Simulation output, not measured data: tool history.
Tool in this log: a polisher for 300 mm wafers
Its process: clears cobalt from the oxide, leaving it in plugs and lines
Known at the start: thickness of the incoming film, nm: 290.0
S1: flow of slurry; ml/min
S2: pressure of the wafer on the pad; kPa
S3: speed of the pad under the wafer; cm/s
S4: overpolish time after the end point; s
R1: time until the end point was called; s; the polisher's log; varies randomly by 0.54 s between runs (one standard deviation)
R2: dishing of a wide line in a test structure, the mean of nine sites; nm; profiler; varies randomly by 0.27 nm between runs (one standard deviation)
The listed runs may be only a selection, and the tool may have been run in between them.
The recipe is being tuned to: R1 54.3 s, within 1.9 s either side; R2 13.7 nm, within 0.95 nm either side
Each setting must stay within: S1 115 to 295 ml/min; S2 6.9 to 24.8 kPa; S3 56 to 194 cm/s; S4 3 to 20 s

run 1 hour=0 | S1=190 S2=15.9 S3=124 S4=10 | R1=44.889 R2=21.651
run 2 hour=1.4 | S1=190 S2=15.2 S3=124 S4=9 | R1=46.732 R2=21.796
run 3 hour=4.8 | S1=150 S2=15.2 S3=124 S4=9 | R1=47.764 R2=21.249
run 4 hour=13.2 | S1=150 S2=16.5 S3=124 S4=9 | R1=44.496 R2=21.958
run 5 hour=14.2 | S1=150 S2=13.1 S3=124 S4=9 | R1=56.201 R2=20.414
run 6 hour=15.1 | S1=130 S2=13.1 S3=124 S4=9 | R1=56.767 R2=19.854
run 7 hour=18.9 | S1=130 S2=12.4 S3=130 S4=8 | R1=57.491 R2=19.231
run 8 hour=25.7 | S1=130 S2=12.4 S3=130 S4=8 | R1=59.187 R2=19.042
run 9 hour=29.3 | S1=135 S2=13.8 S3=130 S4=3 | R1=51.466 R2=11.87
run 10 hour=36.7 | S1=130 S2=13.1 S3=132 S4=5 | R1=54.828 R2=15.608
run 11 hour=43.6 | S1=130 S2=13.1 S3=132 S4=5 | R1=54.769 R2=15.271

Exactly one of the 5 candidate moves below puts every result within its allowed miss. Which one?
run A hour=50.5 | S1=155 S2=12.4 S3=124 S4=8 | R1=? R2=?
run B hour=50.5 | S1=145 S2=14.5 S3=114 S4=6 | R1=? R2=?
run C hour=50.5 | S1=115 S2=13.1 S3=126 S4=5 | R1=? R2=?
run D hour=50.5 | S1=135 S2=10.3 S3=158 S4=6 | R1=? R2=?
run E hour=50.5 | S1=125 S2=14.5 S3=120 S4=4 | R1=? R2=?

move=A R1=58.737 R2=18.691
move=B R1=55.658 R2=16.782
move=C R1=58.83 R2=14.736
move=D R1=56.881 R2=16.598
move=E R1=54.787 R2=13.421
A: misses by more than the last run did
B: misses by more than the last run did
C: misses by more than the last run did
D: misses by more than the last run did
E: every result within its allowed miss
The move that meets every target is E.
